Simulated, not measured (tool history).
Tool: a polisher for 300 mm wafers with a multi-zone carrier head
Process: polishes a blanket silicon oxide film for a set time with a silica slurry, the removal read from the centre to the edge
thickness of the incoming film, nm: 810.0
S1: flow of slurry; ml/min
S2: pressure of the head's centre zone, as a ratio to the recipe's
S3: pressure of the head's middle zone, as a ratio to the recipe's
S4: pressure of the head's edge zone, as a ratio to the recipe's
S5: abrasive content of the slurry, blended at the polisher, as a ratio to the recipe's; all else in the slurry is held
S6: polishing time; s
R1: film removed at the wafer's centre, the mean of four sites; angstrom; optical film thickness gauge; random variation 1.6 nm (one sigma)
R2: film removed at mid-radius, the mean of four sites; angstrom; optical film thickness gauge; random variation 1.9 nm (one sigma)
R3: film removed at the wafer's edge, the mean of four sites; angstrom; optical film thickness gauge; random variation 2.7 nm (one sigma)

run,hour,S1,S2,S3,S4,S5,S6,R1,R2,R3
1,0,225,1,1,1,1,81,2677.8,2678,2573.7
2,7.5,215,0.99,0.96,0.98,0.95,81,2576.1,2528.7,2495.9
3,14.6,210,0.99,0.93,0.97,0.9,81,2539.5,2428.8,2433.6
4,18.7,205,0.99,0.91,0.96,0.85,81,2468.7,2292.3,2391.7
5,26.1,205,0.99,0.91,0.96,0.85,96,2932.8,2773.5,2863
6,31.1,175,0.99,0.91,0.96,0.85,96,2875.4,2767.6,2844.2
7,36.2,240,0.98,0.83,0.92,0.6,88,2430.4,2137.8,2283.4
8,41.5,235,0.98,0.83,0.92,0.6,88,2425.3,2090.7,2306.9
9,44.8,230,0.98,0.83,0.91,0.6,88,2428,2145.2,2263.7

Forecast run 10:
10,53,225,0.97,0.83,0.91,0.6,88,?,?,?

{"run 10": {"R1": 2381, "R2": 2088.4, "R3": 2299.1}}
